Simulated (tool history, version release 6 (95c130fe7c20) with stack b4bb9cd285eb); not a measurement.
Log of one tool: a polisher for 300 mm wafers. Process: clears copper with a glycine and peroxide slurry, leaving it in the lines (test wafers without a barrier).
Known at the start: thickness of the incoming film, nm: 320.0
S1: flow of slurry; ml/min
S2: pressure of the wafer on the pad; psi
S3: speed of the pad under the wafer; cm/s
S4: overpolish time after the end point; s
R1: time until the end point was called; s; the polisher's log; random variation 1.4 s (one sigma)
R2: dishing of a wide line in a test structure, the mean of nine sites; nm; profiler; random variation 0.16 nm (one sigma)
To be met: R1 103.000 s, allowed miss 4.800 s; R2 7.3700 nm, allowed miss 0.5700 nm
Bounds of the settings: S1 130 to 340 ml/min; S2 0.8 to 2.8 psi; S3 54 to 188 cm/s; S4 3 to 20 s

{"run": 1, "hour": 0.0, "S1": 220, "S2": 1.8, "S3": 120, "S4": 10, "R1": 66.845, "R2": 35.406}
{"run": 2, "hour": 7.8, "S1": 210, "S2": 1.6, "S3": 118, "S4": 9, "R1": 73.899, "R2": 29.559}
{"run": 3, "hour": 15.3, "S1": 210, "S2": 1.5, "S3": 114, "S4": 8, "R1": 76.192, "R2": 24.73}
{"run": 4, "hour": 16.3, "S1": 160, "S2": 1.5, "S3": 114, "S4": 8, "R1": 79.764, "R2": 24.591}
{"run": 5, "hour": 23.8, "S1": 190, "S2": 1.4, "S3": 108, "S4": 7, "R1": 82.899, "R2": 20.565}
{"run": 6, "hour": 26.6, "S1": 190, "S2": 1.2, "S3": 108, "S4": 7, "R1": 90.122, "R2": 18.977}
{"run": 7, "hour": 35.5, "S1": 215, "S2": 1.1, "S3": 102, "S4": 6, "R1": 95.412, "R2": 15.388}
{"run": 8, "hour": 37.4, "S1": 235, "S2": 1.1, "S3": 100, "S4": 6, "R1": 97.65, "R2": 15.454}
{"run": 9, "hour": 41.2, "S1": 235, "S2": 1.1, "S3": 100, "S4": 6, "R1": 96.035, "R2": 15.969}
{"run": 10, "hour": 46.6, "S1": 220, "S2": 1.1, "S3": 100, "S4": 6, "R1": 96.991, "R2": 15.303}
{"run": 11, "hour": 48.6, "S1": 240, "S2": 1.1, "S3": 98, "S4": 6, "R1": 96.92, "R2": 15.594}
{"run": 12, "hour": 55.5, "S1": 230, "S2": 1.1, "S3": 98, "S4": 6, "R1": 97.468, "R2": 16.127}
{"run": 13, "hour": 64.0, "S1": 215, "S2": 1.1, "S3": 100, "S4": 6, "R1": 95.092, "R2": 15.377}
{"run": 14, "hour": 66.1, "S1": 215, "S2": 1.1, "S3": 100, "S4": 6, "R1": 95.09, "R2": 15.335}

Which of these 5 next moves meets every target?
{"run": "A", "hour": 68.2, "S1": 230, "S2": 0.8, "S3": 124, "S4": 8, "R1": "?", "R2": "?"}
{"run": "B", "hour": 68.2, "S1": 305, "S2": 1.3, "S3": 70, "S4": 4, "R1": "?", "R2": "?"}
{"run": "C", "hour": 68.2, "S1": 140, "S2": 1.3, "S3": 90, "S4": 3, "R1": "?", "R2": "?"}
{"run": "D", "hour": 68.2, "S1": 190, "S2": 1.0, "S3": 94, "S4": 9, "R1": "?", "R2": "?"}
{"run": "E", "hour": 68.2, "S1": 175, "S2": 1.1, "S3": 110, "S4": 3, "R1": "?", "R2": "?"}

move=A R1=94.613 R2=20.0040
move=B R1=113.720 R2=8.7677
move=C R1=103.340 R2=7.2582
move=D R1=107.690 R2=19.9370
move=E R1=93.954 R2=7.9490
A: further off than the last run
B: nearer than the last run, and not there yet
C: meets every target
D: further off than the last run
E: nearer than the last run, and not there yet
Answer: C
